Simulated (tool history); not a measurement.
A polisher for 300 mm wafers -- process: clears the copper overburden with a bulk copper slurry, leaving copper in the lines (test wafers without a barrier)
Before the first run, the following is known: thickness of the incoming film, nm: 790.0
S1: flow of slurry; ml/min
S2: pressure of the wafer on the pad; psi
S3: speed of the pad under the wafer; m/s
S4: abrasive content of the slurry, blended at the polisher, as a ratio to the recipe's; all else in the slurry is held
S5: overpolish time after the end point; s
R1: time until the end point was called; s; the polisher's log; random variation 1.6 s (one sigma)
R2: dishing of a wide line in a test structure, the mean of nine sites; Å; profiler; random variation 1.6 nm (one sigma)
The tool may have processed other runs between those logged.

run 1 hour=0.0 | S1=270 S2=2.2 S3=1.40 S4=1.00 S5=28 | R1=74.841 R2=878.94
run 2 hour=1.1 | S1=270 S2=2.2 S3=1.40 S4=1.15 S5=28 | R1=70.101 R2=908.67
run 3 hour=7.7 | S1=270 S2=2.2 S3=1.08 S4=1.15 S5=28 | R1=90.454 R2=881.08
run 4 hour=8.4 | S1=240 S2=2.2 S3=1.08 S4=1.15 S5=28 | R1=91.997 R2=843.69
run 5 hour=10.7 | S1=240 S2=2.1 S3=1.08 S4=1.15 S5=29 | R1=94.119 R2=821.63
run 6 hour=13.4 | S1=240 S2=2.1 S3=1.08 S4=1.15 S5=41 | R1=94.347 R2=879.40
run 7 hour=19.1 | S1=240 S2=2.0 S3=1.08 S4=1.15 S5=41 | R1=98.492 R2=873.26
run 8 hour=21.6 | S1=235 S2=1.9 S3=1.08 S4=1.15 S5=40 | R1=103.750 R2=837.70
run 9 hour=22.7 | S1=235 S2=1.8 S3=1.08 S4=1.15 S5=40 | R1=109.610 R2=847.42

Expected results for the next run?
run 10 hour=28.2 | S1=225 S2=1.7 S3=1.08 S4=1.15 S5=38 | R1=? R2=?

{"run 10": {"R1": 114.01, "R2": 830.29}}
